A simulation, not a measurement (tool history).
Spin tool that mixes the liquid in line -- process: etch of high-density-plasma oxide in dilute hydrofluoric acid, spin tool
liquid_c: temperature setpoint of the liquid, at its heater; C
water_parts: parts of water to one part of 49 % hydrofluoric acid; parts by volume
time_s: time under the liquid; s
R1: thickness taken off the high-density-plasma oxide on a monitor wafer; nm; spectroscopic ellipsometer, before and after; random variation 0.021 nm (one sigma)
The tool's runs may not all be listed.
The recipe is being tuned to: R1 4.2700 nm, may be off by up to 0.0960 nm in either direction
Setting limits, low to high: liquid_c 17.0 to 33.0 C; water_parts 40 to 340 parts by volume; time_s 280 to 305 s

Run 1, hour 0.0: liquid_c 25.0 C, water_parts 190 parts by volume, time_s 280 s. Result: R1 7.6438 nm.
Run 2, hour 2.9: liquid_c 24.0 C, water_parts 195 parts by volume, time_s 280 s. Result: R1 7.1243 nm.
Run 3, hour 5.8: liquid_c 21.0 C, water_parts 195 parts by volume, time_s 280 s. Result: R1 6.3381 nm.
Run 4, hour 8.8: liquid_c 21.0 C, water_parts 170 parts by volume, time_s 280 s. Result: R1 7.5142 nm.
Run 5, hour 13.4: liquid_c 21.0 C, water_parts 170 parts by volume, time_s 280 s. Result: R1 7.5551 nm.
Run 6, hour 14.6: liquid_c 20.5 C, water_parts 180 parts by volume, time_s 280 s. Result: R1 6.8672 nm.
Run 7, hour 19.8: liquid_c 20.0 C, water_parts 185 parts by volume, time_s 280 s. Result: R1 6.5155 nm.
Run 8, hour 27.8: liquid_c 17.0 C, water_parts 245 parts by volume, time_s 280 s. Result: R1 4.1051 nm.

4 candidate next runs follow, results not yet known. Just one meets every target within its allowed miss. Identify it.
Run A, hour 35.8: liquid_c 19.0 C, water_parts 255 parts by volume, time_s 290 s. Result: R1 ?.
Run B, hour 35.8: liquid_c 17.0 C, water_parts 240 parts by volume, time_s 295 s. Result: R1 ?.
Run C, hour 35.8: liquid_c 20.0 C, water_parts 270 parts by volume, time_s 280 s. Result: R1 ?.
Run D, hour 35.8: liquid_c 19.0 C, water_parts 255 parts by volume, time_s 280 s. Result: R1 ?.

move      R1
   A  4.3993
   B  4.4623
   C  4.1082
   D  4.2476
A: pushes the last run's worst result past its target
B: pushes the last run's worst result past its target
C: roughly where the last run was
D: meets every target
The move that meets every target is D.
